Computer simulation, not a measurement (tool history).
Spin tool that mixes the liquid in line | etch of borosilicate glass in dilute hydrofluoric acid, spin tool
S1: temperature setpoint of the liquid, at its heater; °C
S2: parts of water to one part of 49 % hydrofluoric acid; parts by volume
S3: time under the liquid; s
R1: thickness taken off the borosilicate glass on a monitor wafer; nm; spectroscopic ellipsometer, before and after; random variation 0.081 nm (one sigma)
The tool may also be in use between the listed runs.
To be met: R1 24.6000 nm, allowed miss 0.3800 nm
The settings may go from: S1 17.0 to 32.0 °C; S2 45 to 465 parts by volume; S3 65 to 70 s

{"run": 1, "hour": 0.0, "S1": 24.0, "S2": 255, "S3": 65, "R1": 12.731}
{"run": 2, "hour": 0.7, "S1": 27.0, "S2": 255, "S3": 65, "R1": 14.142}
{"run": 3, "hour": 5.6, "S1": 27.0, "S2": 310, "S3": 65, "R1": 11.039}
{"run": 4, "hour": 14.4, "S1": 27.5, "S2": 290, "S3": 65, "R1": 12.207}
{"run": 5, "hour": 18.9, "S1": 27.5, "S2": 290, "S3": 70, "R1": 13.158}
{"run": 6, "hour": 25.3, "S1": 27.5, "S2": 360, "S3": 70, "R1": 9.7942}
{"run": 7, "hour": 31.8, "S1": 28.0, "S2": 335, "S3": 70, "R1": 11.017}
{"run": 8, "hour": 36.2, "S1": 28.5, "S2": 315, "S3": 70, "R1": 12.103}
{"run": 9, "hour": 41.5, "S1": 28.5, "S2": 315, "S3": 70, "R1": 12.092}
{"run": 10, "hour": 48.6, "S1": 28.5, "S2": 315, "S3": 70, "R1": 12.123}
{"run": 11, "hour": 55.9, "S1": 29.0, "S2": 295, "S3": 70, "R1": 13.477}
{"run": 12, "hour": 64.1, "S1": 29.5, "S2": 275, "S3": 70, "R1": 14.929}
{"run": 13, "hour": 69.3, "S1": 30.0, "S2": 260, "S3": 70, "R1": 16.398}
{"run": 14, "hour": 70.1, "S1": 30.5, "S2": 250, "S3": 70, "R1": 17.659}
{"run": 15, "hour": 74.9, "S1": 30.5, "S2": 240, "S3": 70, "R1": 18.513}
{"run": 16, "hour": 81.7, "S1": 30.5, "S2": 230, "S3": 70, "R1": 19.509}
{"run": 17, "hour": 86.9, "S1": 30.5, "S2": 225, "S3": 70, "R1": 20.098}
{"run": 18, "hour": 88.3, "S1": 30.5, "S2": 220, "S3": 70, "R1": 20.713}
{"run": 19, "hour": 96.8, "S1": 30.5, "S2": 215, "S3": 70, "R1": 21.182}
{"run": 20, "hour": 104.3, "S1": 32.0, "S2": 190, "S3": 70, "R1": 26.082}

5 next moves are on the table. One of them brings every result within its allowed miss. Which?
{"run": "A", "hour": 111.8, "S1": 31.0, "S2": 200, "S3": 70, "R1": "?"}
{"run": "B", "hour": 111.8, "S1": 32.0, "S2": 180, "S3": 70, "R1": "?"}
{"run": "C", "hour": 111.8, "S1": 32.0, "S2": 195, "S3": 70, "R1": "?"}
{"run": "D", "hour": 111.8, "S1": 28.5, "S2": 175, "S3": 65, "R1": "?"}
{"run": "E", "hour": 111.8, "S1": 32.0, "S2": 200, "S3": 70, "R1": "?"}

move=A R1=23.7540
move=B R1=28.0230
move=C R1=25.3670
move=D R1=23.8230
move=E R1=24.5750
A: takes the result that was furthest off past its target
B: further off than the last run
C: nearer than the last run, and not there yet
D: takes the result that was furthest off past its target
E: meets every target
Answer: E

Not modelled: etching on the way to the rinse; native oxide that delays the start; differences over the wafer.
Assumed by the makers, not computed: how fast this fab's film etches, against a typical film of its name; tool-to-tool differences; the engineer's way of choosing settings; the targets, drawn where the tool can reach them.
